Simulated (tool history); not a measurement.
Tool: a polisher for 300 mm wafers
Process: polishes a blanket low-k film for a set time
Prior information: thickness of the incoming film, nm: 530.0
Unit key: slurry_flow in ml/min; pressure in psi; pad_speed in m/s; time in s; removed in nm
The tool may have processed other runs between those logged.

run	hour	slurry_flow	pressure	pad_speed	slurry_solids	time	removed
1	0.0	255	2.1	1.16	1.0	43	20.593
2	9.0	255	2.0	1.14	1.0	43	19.168
3	10.1	255	2.0	1.14	1.0	39	17.581
4	17.5	255	2.0	1.26	1.0	39	19.073
5	21.9	255	2.0	1.10	1.0	39	17.464
6	26.6	255	2.2	1.10	1.0	39	18.836
7	33.9	255	2.1	1.10	1.0	39	18.104
8	40.5	255	2.0	1.10	1.0	39	17.135

Run 9 is up next; what results do you expect?
9	46.9	255	1.9	1.10	1.0	39	?

{"run 9": {"removed": 16.3}}
